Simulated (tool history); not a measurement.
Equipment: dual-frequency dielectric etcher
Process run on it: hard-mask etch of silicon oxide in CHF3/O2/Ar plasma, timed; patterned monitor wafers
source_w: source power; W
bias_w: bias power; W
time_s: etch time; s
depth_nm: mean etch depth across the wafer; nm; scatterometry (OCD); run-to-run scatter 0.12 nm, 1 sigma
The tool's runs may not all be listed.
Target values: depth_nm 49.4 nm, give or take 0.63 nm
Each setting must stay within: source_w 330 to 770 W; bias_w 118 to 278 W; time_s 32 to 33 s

run    day  source_w  bias_w  time_s  depth_nm
  1      0       550     198      32    60.516
  2  0.171       550     167      32    56.779
  3  0.208       530     166      32    56.115
  4  0.254       510     165      32    54.797
  5  0.292       510     184      32    57.156
  6  0.638       490     182      32     55.83
  7  0.883       470     182      32    54.636
  8  1.146       460     182      32    54.294
  9  1.308       350     174      32    47.652
 10  1.588       370     174      32    48.598

Which single option among these 4 for the next run brings every result within its allowed miss of target? Just one does.
  A  1.867       360     178    32.5         ?
  B  1.867       380     156      32         ?
  C  1.867       370     170      32         ?
  D  1.867       330     195      32         ?

move  depth_nm
   A    49.289
   B     47.42
   C    48.317
   D    48.272
A: in spec on every target
B: moves away from the targets compared with the last run
C: moves away from the targets compared with the last run
D: moves away from the targets compared with the last run
A is the move that brings every result within its allowed miss.
